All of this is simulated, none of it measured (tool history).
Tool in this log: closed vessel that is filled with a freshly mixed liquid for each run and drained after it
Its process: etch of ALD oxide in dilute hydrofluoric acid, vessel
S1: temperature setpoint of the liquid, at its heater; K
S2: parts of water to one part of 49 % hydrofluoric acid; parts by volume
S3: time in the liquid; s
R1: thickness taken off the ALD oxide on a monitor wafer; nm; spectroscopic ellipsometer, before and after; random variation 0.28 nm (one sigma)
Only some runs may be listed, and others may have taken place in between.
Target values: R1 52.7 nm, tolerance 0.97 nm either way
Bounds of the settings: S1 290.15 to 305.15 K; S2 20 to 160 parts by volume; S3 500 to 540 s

run 1 day=0 | S1=297.15 S2=90 S3=500 | R1=67.517
run 2 day=0.275 | S1=296.15 S2=90 S3=500 | R1=64.027
run 3 day=0.488 | S1=295.65 S2=90 S3=500 | R1=63.027
run 4 day=0.817 | S1=295.15 S2=90 S3=500 | R1=62.519
run 5 day=1.1 | S1=295.15 S2=90 S3=540 | R1=67.398
run 6 day=1.471 | S1=296.65 S2=90 S3=540 | R1=71.245
run 7 day=1.725 | S1=292.65 S2=95 S3=540 | R1=57.512
run 8 day=2.05 | S1=292.65 S2=95 S3=540 | R1=56.83
run 9 day=2.396 | S1=292.15 S2=95 S3=540 | R1=55.866

Next run, 4 choices. One meets every target within its allowed miss, the rest don't. Which?
run A day=2.742 | S1=292.15 S2=85 S3=505 | R1=?
run B day=2.742 | S1=291.15 S2=85 S3=535 | R1=?
run C day=2.742 | S1=292.15 S2=100 S3=535 | R1=?
run D day=2.742 | S1=292.15 S2=90 S3=540 | R1=?

move=A R1=58.803
move=B R1=59.733
move=C R1=52.083
move=D R1=59.056
A: lands further from the targets than the last run did
B: lands further from the targets than the last run did
C: every result lands within tolerance
D: lands further from the targets than the last run did
Move C is the one to make.
